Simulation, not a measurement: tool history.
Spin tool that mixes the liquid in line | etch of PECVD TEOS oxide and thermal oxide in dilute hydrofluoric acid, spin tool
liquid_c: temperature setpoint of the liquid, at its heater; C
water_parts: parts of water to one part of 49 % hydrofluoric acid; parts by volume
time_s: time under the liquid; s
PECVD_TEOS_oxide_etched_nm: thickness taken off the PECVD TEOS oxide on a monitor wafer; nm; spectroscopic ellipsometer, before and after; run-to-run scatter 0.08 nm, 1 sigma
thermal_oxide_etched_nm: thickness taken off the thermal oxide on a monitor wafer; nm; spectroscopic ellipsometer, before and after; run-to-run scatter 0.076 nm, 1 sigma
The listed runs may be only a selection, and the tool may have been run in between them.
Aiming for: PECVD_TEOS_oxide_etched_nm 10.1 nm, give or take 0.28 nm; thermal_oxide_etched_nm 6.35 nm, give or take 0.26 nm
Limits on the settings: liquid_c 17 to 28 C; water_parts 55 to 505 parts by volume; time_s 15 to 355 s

run  hour  liquid_c  water_parts  time_s  PECVD_TEOS_oxide_etched_nm  thermal_oxide_etched_nm
  1     0        20          280     180                       3.615                   2.2648
  2   3.3        20          325     180                      2.9937                   1.9001
  3   8.8        20          425     180                      2.0953                   1.3396
  4  13.1      22.5          320     180                      3.3275                   2.1043
  5  15.4        24          245     180                      4.9762                   3.1139
  6  23.4        24          245     120                      3.2826                   2.1255
  7    28        25          185     130                      5.2403                   3.3477
  8  28.8        26          155     130                       6.651                   4.3091
  9  36.4      26.5          135     130                      8.1075                   5.0695
 10  41.2        27          130     130                      8.4988                   5.3519
 11  45.2      27.5          125     130                      9.2463                   5.6665
 12  49.8      27.5          120     130                      9.6203                   6.0526
 13  57.7        28          120     130                      9.7782                   6.1935
 14  59.9        28          110     130                      10.681                   6.7917

Consider the 4 candidate settings below. Which is the only one whose results all fall within their allowed miss of target?
  A  62.1      19.5          145     260                           ?                        ?
  B  62.1        17          125     235                           ?                        ?
  C  62.1      24.5          100     145                           ?                        ?
  D  62.1      23.5          150     205                           ?                        ?

move  PECVD_TEOS_oxide_etched_nm  thermal_oxide_etched_nm
   A                      11.283                    7.151
   B                      10.901                    6.909
   C                      11.713                   7.4234
   D                      10.008                   6.3429
A: misses by more than the last run did
B: misses by more than the last run did
C: misses by more than the last run did
D: in spec on every target
So the answer is move D, the one that meets all the targets.
